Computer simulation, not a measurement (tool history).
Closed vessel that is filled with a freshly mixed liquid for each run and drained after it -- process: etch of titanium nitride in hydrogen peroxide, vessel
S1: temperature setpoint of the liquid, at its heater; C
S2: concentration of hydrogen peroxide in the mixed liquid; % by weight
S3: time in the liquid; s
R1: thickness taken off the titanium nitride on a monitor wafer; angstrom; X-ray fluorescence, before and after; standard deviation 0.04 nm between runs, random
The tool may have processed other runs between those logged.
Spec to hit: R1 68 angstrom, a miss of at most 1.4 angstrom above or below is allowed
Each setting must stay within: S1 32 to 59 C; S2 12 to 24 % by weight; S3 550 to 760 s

{"run": 1, "day": 0.0, "S1": 43, "S2": 16, "S3": 760, "R1": 120.65}
{"run": 2, "day": 0.221, "S1": 37, "S2": 16, "S3": 760, "R1": 75.979}
{"run": 3, "day": 0.483, "S1": 37, "S2": 16, "S3": 550, "R1": 54.683}
{"run": 4, "day": 0.821, "S1": 32, "S2": 16, "S3": 550, "R1": 37.216}
{"run": 5, "day": 0.942, "S1": 34, "S2": 16, "S3": 550, "R1": 43.083}
{"run": 6, "day": 1.167, "S1": 34, "S2": 16, "S3": 760, "R1": 59.552}
{"run": 7, "day": 1.529, "S1": 34.5, "S2": 16, "S3": 760, "R1": 62.186}
{"run": 8, "day": 1.767, "S1": 35, "S2": 16, "S3": 760, "R1": 65.381}

Of the 5 settings listed for the next run, only one would bring every result within its allowed miss of target. Which one?
{"run": "A", "day": 2.004, "S1": 36, "S2": 17.5, "S3": 670, "R1": "?"}
{"run": "B", "day": 2.004, "S1": 35.5, "S2": 14.5, "S3": 745, "R1": "?"}
{"run": "C", "day": 2.004, "S1": 39, "S2": 12, "S3": 560, "R1": "?"}
{"run": "D", "day": 2.004, "S1": 36, "S2": 17, "S3": 730, "R1": "?"}
{"run": "E", "day": 2.004, "S1": 36.5, "S2": 16, "S3": 665, "R1": "?"}

move=A R1=63.413
move=B R1=65.139
move=C R1=61.899
move=D R1=68.668
move=E R1=64.238
A: misses by more than the last run did
B: misses by more than the last run did
C: misses by more than the last run did
D: in spec on every target
E: misses by more than the last run did
D meets every target.
